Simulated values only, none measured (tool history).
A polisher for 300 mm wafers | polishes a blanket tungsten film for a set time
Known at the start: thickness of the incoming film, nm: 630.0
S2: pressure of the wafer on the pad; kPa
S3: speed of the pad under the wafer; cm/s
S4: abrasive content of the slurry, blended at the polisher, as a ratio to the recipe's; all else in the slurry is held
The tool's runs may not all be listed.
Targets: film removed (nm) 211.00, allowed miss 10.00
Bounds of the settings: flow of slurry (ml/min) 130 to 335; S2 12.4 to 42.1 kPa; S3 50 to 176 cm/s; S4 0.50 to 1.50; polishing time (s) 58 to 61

Run 1, hour 0.0: flow of slurry (ml/min) 215, S2 26.9 kPa, S3 112 cm/s, S4 1.00, polishing time (s) 58. Result: film removed (nm) 271.64.
Run 2, hour 2.1: flow of slurry (ml/min) 215, S2 26.9 kPa, S3 112 cm/s, S4 0.85, polishing time (s) 58. Result: film removed (nm) 257.41.
Run 3, hour 8.1: flow of slurry (ml/min) 215, S2 31.7 kPa, S3 112 cm/s, S4 0.85, polishing time (s) 58. Result: film removed (nm) 292.53.
Run 4, hour 10.0: flow of slurry (ml/min) 215, S2 31.7 kPa, S3 112 cm/s, S4 0.95, polishing time (s) 58. Result: film removed (nm) 302.77.
Run 5, hour 13.9: flow of slurry (ml/min) 235, S2 31.7 kPa, S3 112 cm/s, S4 0.95, polishing time (s) 58. Result: film removed (nm) 306.71.
Run 6, hour 19.2: flow of slurry (ml/min) 235, S2 31.7 kPa, S3 112 cm/s, S4 0.95, polishing time (s) 61. Result: film removed (nm) 318.47.
Run 7, hour 20.0: flow of slurry (ml/min) 235, S2 30.3 kPa, S3 112 cm/s, S4 0.95, polishing time (s) 61. Result: film removed (nm) 301.98.
Run 8, hour 24.9: flow of slurry (ml/min) 235, S2 29.0 kPa, S3 112 cm/s, S4 0.95, polishing time (s) 61. Result: film removed (nm) 292.04.
Run 9, hour 30.6: flow of slurry (ml/min) 235, S2 27.6 kPa, S3 112 cm/s, S4 0.95, polishing time (s) 61. Result: film removed (nm) 286.48.
Run 10, hour 35.0: flow of slurry (ml/min) 235, S2 26.2 kPa, S3 112 cm/s, S4 0.95, polishing time (s) 61. Result: film removed (nm) 269.88.
Run 11, hour 38.7: flow of slurry (ml/min) 235, S2 25.5 kPa, S3 112 cm/s, S4 0.95, polishing time (s) 61. Result: film removed (nm) 262.41.
Run 12, hour 40.9: flow of slurry (ml/min) 235, S2 24.8 kPa, S3 112 cm/s, S4 0.95, polishing time (s) 61. Result: film removed (nm) 262.28.
Run 13, hour 48.4: flow of slurry (ml/min) 235, S2 24.1 kPa, S3 112 cm/s, S4 0.95, polishing time (s) 61. Result: film removed (nm) 254.16.
Run 14, hour 50.2: flow of slurry (ml/min) 235, S2 24.1 kPa, S3 112 cm/s, S4 0.95, polishing time (s) 61. Result: film removed (nm) 258.86.
Run 15, hour 53.1: flow of slurry (ml/min) 235, S2 23.4 kPa, S3 112 cm/s, S4 0.95, polishing time (s) 61. Result: film removed (nm) 241.79.
Run 16, hour 60.7: flow of slurry (ml/min) 235, S2 22.8 kPa, S3 112 cm/s, S4 0.95, polishing time (s) 61. Result: film removed (nm) 239.98.
Run 17, hour 66.3: flow of slurry (ml/min) 235, S2 22.1 kPa, S3 112 cm/s, S4 0.95, polishing time (s) 61. Result: film removed (nm) 242.53.
Run 18, hour 68.3: flow of slurry (ml/min) 235, S2 21.4 kPa, S3 112 cm/s, S4 0.95, polishing time (s) 61. Result: film removed (nm) 229.84.

Which of these 4 next moves meets every target?
Run A, hour 70.3: flow of slurry (ml/min) 265, S2 24.1 kPa, S3 106 cm/s, S4 1.10, polishing time (s) 58. Result: film removed (nm) ?.
Run B, hour 70.3: flow of slurry (ml/min) 315, S2 21.4 kPa, S3 108 cm/s, S4 0.70, polishing time (s) 61. Result: film removed (nm) ?.
Run C, hour 70.3: flow of slurry (ml/min) 235, S2 24.1 kPa, S3 114 cm/s, S4 0.80, polishing time (s) 60. Result: film removed (nm) ?.
Run D, hour 70.3: flow of slurry (ml/min) 210, S2 20.7 kPa, S3 122 cm/s, S4 0.95, polishing time (s) 61. Result: film removed (nm) ?.

move  film removed (nm)
   A             244.48
   B             212.02
   C             244.73
   D             242.47
A: further off than the last run
B: meets every target
C: further off than the last run
D: further off than the last run
Answer: B
